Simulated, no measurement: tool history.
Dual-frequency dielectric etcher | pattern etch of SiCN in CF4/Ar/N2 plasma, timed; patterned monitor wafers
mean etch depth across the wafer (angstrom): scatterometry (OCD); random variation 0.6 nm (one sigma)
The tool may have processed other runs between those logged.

run	day	source power (W)	bias power (W)	Ar flow (sccm)	CF4 flow (sccm)	etch time (s)	mean etch depth across the wafer (angstrom)
1	0.000	450	50	139	81	190.0	1492.8
2	0.050	450	47	139	81	190.0	1450.2
3	0.083	450	47	139	81	198.0	1514.3
4	0.312	450	47	139	89	198.0	1516.0
5	0.500	410	44	142	89	197.5	1343.5
6	0.700	410	44	142	95	197.5	1356.3

The next listed run, before its measurement:
7	0.854	380	42	143	95	197.5	?

{"run 7": {"mean etch depth across the wafer (angstrom)": 1227.1}}

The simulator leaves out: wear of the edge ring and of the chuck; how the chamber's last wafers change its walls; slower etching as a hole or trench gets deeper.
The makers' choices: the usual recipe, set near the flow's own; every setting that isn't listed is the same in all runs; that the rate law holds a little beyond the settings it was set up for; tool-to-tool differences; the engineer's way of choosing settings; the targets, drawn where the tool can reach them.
